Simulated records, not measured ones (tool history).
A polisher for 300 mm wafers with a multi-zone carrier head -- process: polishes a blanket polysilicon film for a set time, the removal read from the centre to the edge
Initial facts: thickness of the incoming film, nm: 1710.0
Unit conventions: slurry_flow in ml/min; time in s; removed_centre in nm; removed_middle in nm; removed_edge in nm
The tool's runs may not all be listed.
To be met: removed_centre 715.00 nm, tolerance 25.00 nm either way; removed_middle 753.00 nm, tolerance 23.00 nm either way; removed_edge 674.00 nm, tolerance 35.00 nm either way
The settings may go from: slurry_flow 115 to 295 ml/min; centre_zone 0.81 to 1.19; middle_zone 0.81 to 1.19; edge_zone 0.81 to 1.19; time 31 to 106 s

run,hour,slurry_flow,centre_zone,middle_zone,edge_zone,time,removed_centre,removed_middle,removed_edge
1,0.0,190,1.00,1.00,1.00,68,577.23,609.28,610.93
2,8.8,200,1.02,1.02,1.01,69,601.47,628.67,623.72
3,10.7,205,1.03,1.04,1.01,70,612.02,652.55,617.36
4,14.5,205,1.03,1.04,1.01,58,507.97,528.03,512.70
5,22.8,205,1.04,1.05,1.02,61,550.65,570.50,546.14
6,25.0,205,1.05,1.06,1.04,63,566.31,588.96,561.67
7,28.7,205,1.06,1.07,1.05,65,598.31,606.06,595.11
8,29.3,210,1.07,1.09,1.05,66,613.86,633.76,594.12
9,30.1,215,1.08,1.10,1.06,67,625.24,648.07,624.21
10,31.4,220,1.09,1.11,1.06,68,643.76,660.92,629.02
11,38.8,220,1.09,1.11,1.06,68,653.43,649.11,626.05

Exactly one of the 4 candidate moves below puts every result within its allowed miss. Which one?
A,46.2,205,1.05,1.15,1.11,78,?,?,?
B,46.2,205,1.10,1.19,1.02,76,?,?,?
C,46.2,225,1.03,1.06,1.17,79,?,?,?
D,46.2,185,1.02,1.19,0.84,83,?,?,?

move,removed_centre,removed_middle,removed_edge
A,708.25,758.96,734.82
B,723.32,754.26,688.29
C,713.91,743.90,771.56
D,718.62,810.67,683.03
A: puts the biggest miss on target and leaves a different result outside tolerance
B: all results in spec
C: puts the biggest miss on target and leaves a different result outside tolerance
D: carries the result that was furthest off beyond its target, to the other side
The right move is B.
